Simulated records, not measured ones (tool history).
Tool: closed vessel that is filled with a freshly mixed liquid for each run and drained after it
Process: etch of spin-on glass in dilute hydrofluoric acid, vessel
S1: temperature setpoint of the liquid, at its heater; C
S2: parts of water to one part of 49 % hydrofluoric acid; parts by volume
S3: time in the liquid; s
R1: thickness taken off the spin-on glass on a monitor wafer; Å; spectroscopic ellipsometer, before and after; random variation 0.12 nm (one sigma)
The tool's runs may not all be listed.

run	hour	S1	S2	S3	R1
1	0	21	115	35	112.1
2	1.8	17.5	115	35	94.987
3	3.8	18.5	115	35	100.9
4	11.6	19	115	35	104.2
5	16.8	19	85	35	143.33
6	25.7	18.5	85	35	141.26
7	32	17	100	35	110.29
8	40.8	17.5	100	35	112.17

Run 9 comes next. What will it give?
9	48.1	18	100	35	?

{"run 9": {"R1": 115.99}}
